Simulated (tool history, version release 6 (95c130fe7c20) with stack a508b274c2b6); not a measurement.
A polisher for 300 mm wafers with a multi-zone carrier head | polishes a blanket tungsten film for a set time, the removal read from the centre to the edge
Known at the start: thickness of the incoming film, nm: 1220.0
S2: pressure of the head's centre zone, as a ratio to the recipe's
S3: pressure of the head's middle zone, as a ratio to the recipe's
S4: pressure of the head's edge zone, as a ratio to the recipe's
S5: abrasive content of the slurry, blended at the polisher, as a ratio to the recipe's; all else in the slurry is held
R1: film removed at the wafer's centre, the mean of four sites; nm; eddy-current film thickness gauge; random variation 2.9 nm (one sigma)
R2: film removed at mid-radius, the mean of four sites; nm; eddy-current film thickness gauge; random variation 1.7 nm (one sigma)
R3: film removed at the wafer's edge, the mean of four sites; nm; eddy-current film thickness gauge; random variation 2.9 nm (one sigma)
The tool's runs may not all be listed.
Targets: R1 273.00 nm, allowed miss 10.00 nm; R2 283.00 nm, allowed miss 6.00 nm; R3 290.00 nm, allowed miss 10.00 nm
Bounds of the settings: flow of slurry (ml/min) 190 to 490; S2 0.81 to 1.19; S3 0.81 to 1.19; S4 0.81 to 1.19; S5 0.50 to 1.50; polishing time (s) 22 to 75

{"run": 1, "hour": 0.0, "flow of slurry (ml/min)": 315, "S2": 1.0, "S3": 1.0, "S4": 1.0, "S5": 1.0, "polishing time (s)": 48, "R1": 212.31, "R2": 209.39, "R3": 209.34}
{"run": 2, "hour": 5.1, "flow of slurry (ml/min)": 350, "S2": 1.0, "S3": 1.0, "S4": 1.0, "S5": 1.0, "polishing time (s)": 48, "R1": 218.16, "R2": 213.62, "R3": 218.18}
{"run": 3, "hour": 12.5, "flow of slurry (ml/min)": 350, "S2": 0.92, "S3": 1.0, "S4": 1.0, "S5": 1.0, "polishing time (s)": 48, "R1": 199.47, "R2": 209.57, "R3": 212.24}
{"run": 4, "hour": 19.9, "flow of slurry (ml/min)": 350, "S2": 0.92, "S3": 1.0, "S4": 1.0, "S5": 1.0, "polishing time (s)": 38, "R1": 155.7, "R2": 169.2, "R3": 168.79}
{"run": 5, "hour": 23.0, "flow of slurry (ml/min)": 365, "S2": 0.94, "S3": 1.02, "S4": 1.03, "S5": 1.05, "polishing time (s)": 40, "R1": 171.23, "R2": 181.42, "R3": 183.1}
{"run": 6, "hour": 29.6, "flow of slurry (ml/min)": 365, "S2": 0.94, "S3": 1.02, "S4": 1.03, "S5": 1.05, "polishing time (s)": 34, "R1": 148.08, "R2": 155.06, "R3": 155.46}
{"run": 7, "hour": 31.3, "flow of slurry (ml/min)": 370, "S2": 1.04, "S3": 1.09, "S4": 1.13, "S5": 1.3, "polishing time (s)": 48, "R1": 240.88, "R2": 241.68, "R3": 241.75}
{"run": 8, "hour": 32.0, "flow of slurry (ml/min)": 370, "S2": 1.04, "S3": 1.09, "S4": 1.14, "S5": 1.35, "polishing time (s)": 49, "R1": 242.92, "R2": 247.7, "R3": 244.94}
{"run": 9, "hour": 37.5, "flow of slurry (ml/min)": 370, "S2": 1.04, "S3": 1.09, "S4": 1.15, "S5": 1.35, "polishing time (s)": 50, "R1": 245.31, "R2": 256.29, "R3": 256.38}
{"run": 10, "hour": 46.3, "flow of slurry (ml/min)": 375, "S2": 1.04, "S3": 1.09, "S4": 1.16, "S5": 1.35, "polishing time (s)": 50, "R1": 244.19, "R2": 254.78, "R3": 257.35}
{"run": 11, "hour": 55.2, "flow of slurry (ml/min)": 380, "S2": 1.04, "S3": 1.09, "S4": 1.16, "S5": 1.35, "polishing time (s)": 50, "R1": 248.89, "R2": 253.88, "R3": 257.94}
{"run": 12, "hour": 61.2, "flow of slurry (ml/min)": 385, "S2": 1.04, "S3": 1.09, "S4": 1.16, "S5": 1.35, "polishing time (s)": 50, "R1": 248.54, "R2": 252.9, "R3": 257.27}

4 next moves are on the table. One of them brings every result within its allowed miss. Which?
{"run": "A", "hour": 67.2, "flow of slurry (ml/min)": 430, "S2": 0.91, "S3": 0.87, "S4": 1.19, "S5": 1.35, "polishing time (s)": 53, "R1": "?", "R2": "?", "R3": "?"}
{"run": "B", "hour": 67.2, "flow of slurry (ml/min)": 440, "S2": 0.96, "S3": 0.97, "S4": 1.19, "S5": 1.15, "polishing time (s)": 59, "R1": "?", "R2": "?", "R3": "?"}
{"run": "C", "hour": 67.2, "flow of slurry (ml/min)": 435, "S2": 1.03, "S3": 1.1, "S4": 1.19, "S5": 1.35, "polishing time (s)": 55, "R1": "?", "R2": "?", "R3": "?"}
{"run": "D", "hour": 67.2, "flow of slurry (ml/min)": 360, "S2": 0.89, "S3": 1.19, "S4": 1.19, "S5": 1.5, "polishing time (s)": 54, "R1": "?", "R2": "?", "R3": "?"}

move=A R1=236.58 R2=230.46 R3=271.98
move=B R1=267.27 R2=270.76 R3=292.79
move=C R1=273.80 R2=288.68 R3=281.60
move=D R1=238.75 R2=304.97 R3=279.24
A: further off than the last run
B: nearer than the last run, and not there yet
C: meets every target
D: takes the result that was furthest off past its target
The right move is C.
